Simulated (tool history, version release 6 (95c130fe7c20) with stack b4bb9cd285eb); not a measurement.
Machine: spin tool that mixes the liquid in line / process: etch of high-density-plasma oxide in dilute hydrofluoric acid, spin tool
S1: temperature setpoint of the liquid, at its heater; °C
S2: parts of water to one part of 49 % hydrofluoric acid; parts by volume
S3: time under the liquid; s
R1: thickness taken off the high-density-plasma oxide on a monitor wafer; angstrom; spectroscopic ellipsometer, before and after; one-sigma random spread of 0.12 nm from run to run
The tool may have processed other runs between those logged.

run 1 hour=0 | S1=24 S2=205 S3=205 | R1=108.92
run 2 hour=8.5 | S1=25 S2=195 S3=205 | R1=119.3
run 3 hour=13.9 | S1=26 S2=185 S3=205 | R1=132.07
run 4 hour=17.5 | S1=27 S2=180 S3=205 | R1=141.58
run 5 hour=23.8 | S1=29.5 S2=180 S3=205 | R1=154.84
run 6 hour=30.3 | S1=28 S2=180 S3=205 | R1=145.19
run 7 hour=34.5 | S1=28.5 S2=175 S3=205 | R1=153.99
run 8 hour=35.8 | S1=29 S2=170 S3=205 | R1=163.11

Run 9 comes next. What will it give?
run 9 hour=38 | S1=29.5 S2=165 S3=205 | R1=?

R1: 171.77 angstrom
